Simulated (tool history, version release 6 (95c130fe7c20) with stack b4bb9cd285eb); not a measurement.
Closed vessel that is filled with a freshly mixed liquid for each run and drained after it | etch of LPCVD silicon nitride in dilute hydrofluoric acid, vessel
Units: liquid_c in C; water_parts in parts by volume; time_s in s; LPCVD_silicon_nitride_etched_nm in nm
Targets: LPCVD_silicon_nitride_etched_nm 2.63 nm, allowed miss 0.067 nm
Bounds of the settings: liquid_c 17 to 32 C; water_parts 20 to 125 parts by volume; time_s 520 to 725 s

| run | hour | liquid_c | water_parts | time_s | LPCVD_silicon_nitride_etched_nm |
|---|---|---|---|---|---|
| 1 | 0 | 24 | 70 | 725 | 5.4381 |
| 2 | 6.6 | 23 | 70 | 725 | 5.0372 |
| 3 | 10 | 22 | 70 | 725 | 4.7597 |
| 4 | 17.2 | 22 | 70 | 520 | 3.3987 |
| 5 | 24.9 | 21.5 | 70 | 520 | 3.2691 |
| 6 | 28.7 | 23.5 | 70 | 520 | 3.7613 |
| 7 | 37.2 | 22.5 | 70 | 520 | 3.5052 |
| 8 | 42.4 | 22 | 70 | 520 | 3.3896 |
| 9 | 47.6 | 21.5 | 70 | 520 | 3.2839 |
| 10 | 53.1 | 21 | 70 | 520 | 3.1783 |
| 11 | 60.4 | 20.5 | 70 | 520 | 3.0482 |
| 12 | 70.3 | 19.5 | 70 | 520 | 2.8666 |
| 13 | 79.7 | 19 | 70 | 520 | 2.7561 |

4 next moves are on the table. One of them brings every result within its allowed miss. Which?
| A | 89.1 | 17 | 80 | 610 | ? |
| B | 89.1 | 20.5 | 90 | 565 | ? |
| C | 89.1 | 21 | 85 | 545 | ? |
| D | 89.1 | 18.5 | 80 | 645 | ? |

| move | LPCVD_silicon_nitride_etched_nm |
|---|---|
| A | 2.4808 |
| B | 2.6101 |
| C | 2.7546 |
| D | 2.9129 |
A: takes the result that was furthest off past its target
B: meets every target
C: as far off as the last run
D: further off than the last run
Move B is the one to make.
